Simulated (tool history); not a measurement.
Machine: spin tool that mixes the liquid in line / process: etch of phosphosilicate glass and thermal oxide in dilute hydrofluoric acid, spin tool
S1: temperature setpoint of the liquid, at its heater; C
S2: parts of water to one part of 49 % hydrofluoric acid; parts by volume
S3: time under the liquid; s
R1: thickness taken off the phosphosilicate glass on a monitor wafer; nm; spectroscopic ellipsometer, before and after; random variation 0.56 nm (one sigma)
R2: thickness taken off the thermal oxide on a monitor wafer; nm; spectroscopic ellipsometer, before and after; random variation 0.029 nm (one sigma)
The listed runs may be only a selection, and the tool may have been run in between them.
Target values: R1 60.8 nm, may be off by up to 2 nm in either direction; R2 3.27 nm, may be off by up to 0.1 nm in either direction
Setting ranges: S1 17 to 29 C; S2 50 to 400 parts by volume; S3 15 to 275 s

{"run": 1, "hour": 0.0, "S1": 21, "S2": 225, "S3": 140, "R1": 45.15, "R2": 2.4368}
{"run": 2, "hour": 3.6, "S1": 23, "S2": 225, "S3": 140, "R1": 48.804, "R2": 2.604}
{"run": 3, "hour": 6.0, "S1": 24, "S2": 225, "S3": 140, "R1": 50.716, "R2": 2.711}
{"run": 4, "hour": 13.4, "S1": 25, "S2": 225, "S3": 140, "R1": 51.435, "R2": 2.8013}
{"run": 5, "hour": 19.2, "S1": 25.5, "S2": 220, "S3": 140, "R1": 54.237, "R2": 2.9796}
{"run": 6, "hour": 20.3, "S1": 25.5, "S2": 290, "S3": 140, "R1": 38.941, "R2": 2.0781}
{"run": 7, "hour": 27.2, "S1": 26, "S2": 275, "S3": 140, "R1": 41.534, "R2": 2.2319}
{"run": 8, "hour": 35.0, "S1": 26.5, "S2": 260, "S3": 140, "R1": 45.829, "R2": 2.5186}
{"run": 9, "hour": 42.0, "S1": 26.5, "S2": 250, "S3": 140, "R1": 48.924, "R2": 2.6087}
{"run": 10, "hour": 43.9, "S1": 27, "S2": 245, "S3": 140, "R1": 51.339, "R2": 2.7179}
{"run": 11, "hour": 47.1, "S1": 27, "S2": 240, "S3": 140, "R1": 51.544, "R2": 2.7862}
{"run": 12, "hour": 51.1, "S1": 27.5, "S2": 235, "S3": 140, "R1": 52.881, "R2": 2.88}
{"run": 13, "hour": 55.7, "S1": 27.5, "S2": 230, "S3": 140, "R1": 55.329, "R2": 3.0204}
{"run": 14, "hour": 58.8, "S1": 28, "S2": 225, "S3": 140, "R1": 58.819, "R2": 3.0898}

Of the 4 settings listed for the next run, only one would bring every result within its allowed miss of target. Which one?
{"run": "A", "hour": 61.9, "S1": 28, "S2": 275, "S3": 190, "R1": "?", "R2": "?"}
{"run": "B", "hour": 61.9, "S1": 27, "S2": 290, "S3": 190, "R1": "?", "R2": "?"}
{"run": "C", "hour": 61.9, "S1": 29, "S2": 140, "S3": 75, "R1": "?", "R2": "?"}
{"run": "D", "hour": 61.9, "S1": 28.5, "S2": 180, "S3": 120, "R1": "?", "R2": "?"}

move=A R1=60.86 R2=3.2641
move=B R1=54.921 R2=2.9456
move=C R1=57.326 R2=3.0745
move=D R1=66.625 R2=3.5733
A: every result lands within tolerance
B: misses by more than the last run did
C: misses by more than the last run did
D: takes the result that was furthest off past its target
The move that meets every target is A.
